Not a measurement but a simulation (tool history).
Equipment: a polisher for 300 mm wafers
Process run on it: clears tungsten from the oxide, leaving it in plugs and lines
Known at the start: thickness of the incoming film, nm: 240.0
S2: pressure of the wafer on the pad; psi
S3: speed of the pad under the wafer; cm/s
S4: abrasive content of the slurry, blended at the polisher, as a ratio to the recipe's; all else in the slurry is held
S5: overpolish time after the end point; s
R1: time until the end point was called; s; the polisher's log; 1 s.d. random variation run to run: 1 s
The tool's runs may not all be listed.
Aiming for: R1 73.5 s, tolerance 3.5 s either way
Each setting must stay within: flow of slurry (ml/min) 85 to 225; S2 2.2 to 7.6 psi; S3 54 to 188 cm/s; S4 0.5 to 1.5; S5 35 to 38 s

Run 1, day 0: flow of slurry (ml/min) 145, S2 4.9 psi, S3 120 cm/s, S4 1, S5 35 s. Result: R1 32.463 s.
Run 2, day 0.058: flow of slurry (ml/min) 145, S2 4.9 psi, S3 120 cm/s, S4 1, S5 38 s. Result: R1 32.055 s.
Run 3, day 0.2: flow of slurry (ml/min) 145, S2 4.5 psi, S3 114 cm/s, S4 1, S5 38 s. Result: R1 36.571 s.
Run 4, day 0.221: flow of slurry (ml/min) 145, S2 4.5 psi, S3 114 cm/s, S4 0.9, S5 38 s. Result: R1 36.83 s.
Run 5, day 0.533: flow of slurry (ml/min) 145, S2 4.5 psi, S3 132 cm/s, S4 0.9, S5 38 s. Result: R1 32.068 s.
Run 6, day 0.712: flow of slurry (ml/min) 145, S2 4.1 psi, S3 124 cm/s, S4 0.9, S5 38 s. Result: R1 37.298 s.
Run 7, day 0.817: flow of slurry (ml/min) 145, S2 3.8 psi, S3 118 cm/s, S4 0.9, S5 38 s. Result: R1 42.176 s.
Run 8, day 1.15: flow of slurry (ml/min) 145, S2 3.8 psi, S3 118 cm/s, S4 0.9, S5 38 s. Result: R1 42.049 s.
Run 9, day 1.358: flow of slurry (ml/min) 135, S2 2.4 psi, S3 88 cm/s, S4 0.85, S5 38 s. Result: R1 81.502 s.
Run 10, day 1.708: flow of slurry (ml/min) 135, S2 2.4 psi, S3 88 cm/s, S4 0.85, S5 38 s. Result: R1 82.355 s.
Run 11, day 2.017: flow of slurry (ml/min) 140, S2 2.5 psi, S3 88 cm/s, S4 0.85, S5 38 s. Result: R1 79.015 s.

Which of these 5 next moves meets every target?
Run A, day 2.325: flow of slurry (ml/min) 135, S2 2.4 psi, S3 94 cm/s, S4 0.95, S5 38 s. Result: R1 ?.
Run B, day 2.325: flow of slurry (ml/min) 180, S2 2.8 psi, S3 84 cm/s, S4 1.15, S5 35 s. Result: R1 ?.
Run C, day 2.325: flow of slurry (ml/min) 125, S2 2.5 psi, S3 88 cm/s, S4 0.8, S5 38 s. Result: R1 ?.
Run D, day 2.325: flow of slurry (ml/min) 130, S2 2.3 psi, S3 88 cm/s, S4 0.75, S5 35 s. Result: R1 ?.
Run E, day 2.325: flow of slurry (ml/min) 130, S2 2.3 psi, S3 86 cm/s, S4 0.85, S5 38 s. Result: R1 ?.

move      R1
   A  74.301
   B  68.291
   C  80.267
   D  86.193
   E  85.898
A: meets every target
B: takes the result that was furthest off past its target
C: lands further from the targets than the last run did
D: lands further from the targets than the last run did
E: lands further from the targets than the last run did
The move that meets every target is A.
